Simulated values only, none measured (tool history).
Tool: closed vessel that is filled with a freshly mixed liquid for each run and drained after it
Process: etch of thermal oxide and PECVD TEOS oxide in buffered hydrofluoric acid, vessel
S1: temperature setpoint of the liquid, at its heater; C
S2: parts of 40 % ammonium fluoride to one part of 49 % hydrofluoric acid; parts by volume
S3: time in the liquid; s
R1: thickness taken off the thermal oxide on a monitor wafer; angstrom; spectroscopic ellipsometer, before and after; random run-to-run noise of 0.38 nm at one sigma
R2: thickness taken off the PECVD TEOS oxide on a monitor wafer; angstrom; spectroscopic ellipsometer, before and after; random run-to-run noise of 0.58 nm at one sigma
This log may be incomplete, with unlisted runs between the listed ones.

{"run": 1, "day": 0.0, "S1": 24, "S2": 12.5, "S3": 60, "R1": 489.39, "R2": 754.39}
{"run": 2, "day": 0.058, "S1": 24, "S2": 12.5, "S3": 80, "R1": 647.99, "R2": 1013.9}
{"run": 3, "day": 0.171, "S1": 26, "S2": 12.5, "S3": 80, "R1": 726.32, "R2": 1132}
{"run": 4, "day": 0.246, "S1": 26, "S2": 10, "S3": 80, "R1": 898.7, "R2": 1391.5}
{"run": 5, "day": 0.333, "S1": 26, "S2": 8, "S3": 80, "R1": 1089, "R2": 1710.2}
{"run": 6, "day": 0.646, "S1": 24.5, "S2": 8, "S3": 80, "R1": 1008.1, "R2": 1569.3}
{"run": 7, "day": 0.679, "S1": 23.5, "S2": 8, "S3": 80, "R1": 956.24, "R2": 1492}
{"run": 8, "day": 1.017, "S1": 23, "S2": 8, "S3": 80, "R1": 924.03, "R2": 1442.1}
{"run": 9, "day": 1.067, "S1": 22.5, "S2": 8, "S3": 80, "R1": 893.68, "R2": 1401.4}

What will run 10 give?
{"run": 10, "day": 1.425, "S1": 22.5, "S2": 8, "S3": 80, "R1": "?", "R2": "?"}

{"run 10": {"R1": 905.59, "R2": 1409.2}}
